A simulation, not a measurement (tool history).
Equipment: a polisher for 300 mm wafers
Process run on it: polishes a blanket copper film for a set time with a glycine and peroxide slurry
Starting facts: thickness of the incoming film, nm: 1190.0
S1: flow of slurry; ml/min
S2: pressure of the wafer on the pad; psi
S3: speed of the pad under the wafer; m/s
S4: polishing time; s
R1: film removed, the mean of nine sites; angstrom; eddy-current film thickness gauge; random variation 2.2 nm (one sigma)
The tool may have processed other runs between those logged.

{"run": 1, "hour": 0.0, "S1": 230, "S2": 1.6, "S3": 1.08, "S4": 35, "R1": 1512.4}
{"run": 2, "hour": 6.5, "S1": 230, "S2": 1.6, "S3": 1.08, "S4": 31, "R1": 1352.8}
{"run": 3, "hour": 12.1, "S1": 230, "S2": 1.6, "S3": 1.08, "S4": 31, "R1": 1352.9}
{"run": 4, "hour": 19.8, "S1": 230, "S2": 1.8, "S3": 1.1, "S4": 31, "R1": 1507.1}
{"run": 5, "hour": 21.2, "S1": 260, "S2": 1.8, "S3": 1.1, "S4": 31, "R1": 1490.4}
{"run": 6, "hour": 27.7, "S1": 260, "S2": 1.9, "S3": 1.12, "S4": 31, "R1": 1584.7}
{"run": 7, "hour": 36.5, "S1": 260, "S2": 2.0, "S3": 1.14, "S4": 31, "R1": 1669.1}
{"run": 8, "hour": 45.1, "S1": 260, "S2": 2.1, "S3": 1.16, "S4": 31, "R1": 1735.9}
{"run": 9, "hour": 46.2, "S1": 260, "S2": 2.2, "S3": 1.18, "S4": 31, "R1": 1862.4}
{"run": 10, "hour": 50.0, "S1": 260, "S2": 2.3, "S3": 1.18, "S4": 31, "R1": 1889.4}
{"run": 11, "hour": 57.5, "S1": 260, "S2": 2.4, "S3": 1.2, "S4": 31, "R1": 2007.3}
{"run": 12, "hour": 65.5, "S1": 260, "S2": 2.4, "S3": 1.22, "S4": 31, "R1": 2012.8}

Estimate the outcome of run 13 from the log above:
{"run": 13, "hour": 70.2, "S1": 260, "S2": 2.4, "S3": 1.24, "S4": 31, "R1": "?"}

R1: 2055.0 angstrom
